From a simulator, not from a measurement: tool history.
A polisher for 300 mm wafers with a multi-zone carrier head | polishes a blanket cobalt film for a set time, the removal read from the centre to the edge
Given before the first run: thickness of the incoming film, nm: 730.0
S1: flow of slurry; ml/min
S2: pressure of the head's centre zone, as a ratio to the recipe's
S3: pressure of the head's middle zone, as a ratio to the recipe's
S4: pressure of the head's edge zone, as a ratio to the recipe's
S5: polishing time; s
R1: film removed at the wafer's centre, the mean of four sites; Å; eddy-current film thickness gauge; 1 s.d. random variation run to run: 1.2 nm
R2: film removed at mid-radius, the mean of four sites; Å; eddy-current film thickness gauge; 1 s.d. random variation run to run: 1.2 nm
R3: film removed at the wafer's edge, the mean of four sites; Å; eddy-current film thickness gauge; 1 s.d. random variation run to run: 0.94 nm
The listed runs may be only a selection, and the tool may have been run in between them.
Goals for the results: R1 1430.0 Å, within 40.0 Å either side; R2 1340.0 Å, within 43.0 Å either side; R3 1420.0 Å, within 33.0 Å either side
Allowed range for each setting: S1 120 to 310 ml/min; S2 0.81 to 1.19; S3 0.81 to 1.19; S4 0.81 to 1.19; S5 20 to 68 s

Run 1, day 0.000: S1 200 ml/min, S2 1.00, S3 1.00, S4 1.00, S5 44 s. Result: R1 2092.9 Å, R2 2206.9 Å, R3 2075.7 Å.
Run 2, day 0.283: S1 200 ml/min, S2 1.00, S3 1.00, S4 0.94, S5 44 s. Result: R1 2101.3 Å, R2 2158.4 Å, R3 2016.0 Å.
Run 3, day 0.396: S1 190 ml/min, S2 0.98, S3 0.96, S4 0.92, S5 41 s. Result: R1 1916.4 Å, R2 1963.7 Å, R3 1858.3 Å.
Run 4, day 0.721: S1 220 ml/min, S2 0.98, S3 0.96, S4 0.92, S5 41 s. Result: R1 1931.0 Å, R2 2002.1 Å, R3 1901.7 Å.
Run 5, day 0.850: S1 205 ml/min, S2 0.97, S3 0.92, S4 0.91, S5 38 s. Result: R1 1795.0 Å, R2 1774.9 Å, R3 1719.0 Å.
Run 6, day 0.979: S1 190 ml/min, S2 0.95, S3 0.89, S4 0.92, S5 36 s. Result: R1 1643.3 Å, R2 1661.1 Å, R3 1634.8 Å.
Run 7, day 1.088: S1 185 ml/min, S2 0.96, S3 0.87, S4 0.93, S5 35 s. Result: R1 1594.5 Å, R2 1558.3 Å, R3 1593.7 Å.
Run 8, day 1.154: S1 175 ml/min, S2 0.96, S3 0.86, S4 0.92, S5 34 s. Result: R1 1543.5 Å, R2 1511.0 Å, R3 1519.6 Å.
Run 9, day 1.212: S1 165 ml/min, S2 0.96, S3 0.85, S4 0.93, S5 33 s. Result: R1 1466.9 Å, R2 1414.9 Å, R3 1475.0 Å.
Run 10, day 1.579: S1 165 ml/min, S2 0.96, S3 0.85, S4 0.93, S5 33 s. Result: R1 1473.0 Å, R2 1440.0 Å, R3 1471.6 Å.
Run 11, day 1.729: S1 160 ml/min, S2 0.96, S3 0.84, S4 0.93, S5 33 s. Result: R1 1455.4 Å, R2 1403.7 Å, R3 1460.3 Å.
Run 12, day 1.958: S1 155 ml/min, S2 0.96, S3 0.84, S4 0.93, S5 33 s. Result: R1 1435.3 Å, R2 1402.8 Å, R3 1453.9 Å.

Next run, 5 choices. One meets every target within its allowed miss, the rest don't. Which?
Run A, day 2.188: S1 130 ml/min, S2 0.97, S3 0.88, S4 0.91, S5 35 s. Result: R1 ?, R2 ?, R3 ?.
Run B, day 2.188: S1 185 ml/min, S2 0.95, S3 0.83, S4 0.92, S5 33 s. Result: R1 ?, R2 ?, R3 ?.
Run C, day 2.188: S1 145 ml/min, S2 1.04, S3 0.92, S4 0.90, S5 31 s. Result: R1 ?, R2 ?, R3 ?.
Run D, day 2.188: S1 180 ml/min, S2 0.86, S3 0.83, S4 0.90, S5 34 s. Result: R1 ?, R2 ?, R3 ?.
Run E, day 2.188: S1 190 ml/min, S2 0.96, S3 0.81, S4 0.94, S5 31 s. Result: R1 ?, R2 ?, R3 ?.

move      R1      R2      R3
   A  1461.2  1472.8  1471.0
   B  1477.1  1445.4  1473.3
   C  1411.7  1378.3  1321.0
   D  1400.4  1482.6  1497.3
   E  1406.2  1343.7  1402.9
A: misses by more than the last run did
B: misses by more than the last run did
C: gets the furthest-off result to its target, but another result is out of tolerance
D: misses by more than the last run did
E: each result inside its tolerance
The right move is E.

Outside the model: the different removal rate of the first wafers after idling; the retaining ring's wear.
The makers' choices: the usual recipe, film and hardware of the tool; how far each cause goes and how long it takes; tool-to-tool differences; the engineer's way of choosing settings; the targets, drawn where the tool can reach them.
